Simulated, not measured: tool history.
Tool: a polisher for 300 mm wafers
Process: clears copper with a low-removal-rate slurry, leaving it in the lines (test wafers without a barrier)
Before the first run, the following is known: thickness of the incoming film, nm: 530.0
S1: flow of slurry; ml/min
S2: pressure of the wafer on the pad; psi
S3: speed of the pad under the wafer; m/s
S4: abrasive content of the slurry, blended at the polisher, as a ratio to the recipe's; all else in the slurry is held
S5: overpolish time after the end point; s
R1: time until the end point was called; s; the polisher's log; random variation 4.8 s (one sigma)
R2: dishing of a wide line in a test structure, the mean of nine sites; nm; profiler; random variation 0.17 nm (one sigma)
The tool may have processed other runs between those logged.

run  hour   S1   S2    S3   S4  S5      R1      R2
  1   0.0  180  4.2  0.96  1.0  10  144.89  22.934
  2   1.3  180  3.9  0.96  1.0  10  149.52  22.455
  3   7.8  180  3.9  0.96  1.2  10  149.34  22.993
  4  14.2  180  3.7  0.94  1.2  10  155.40  21.694
  5  18.2  160  3.7  0.94  1.2  10  153.15  21.143
  6  24.5  160  3.7  0.94  1.3  10  155.62  21.712
  7  29.4  160  3.5  0.92  1.3  10  168.20  20.327

Expected results for the next run?
  8  32.1  160  3.3  0.92  1.3  10   ?   ?

R1: 172.02 s
R2: 19.720 nm
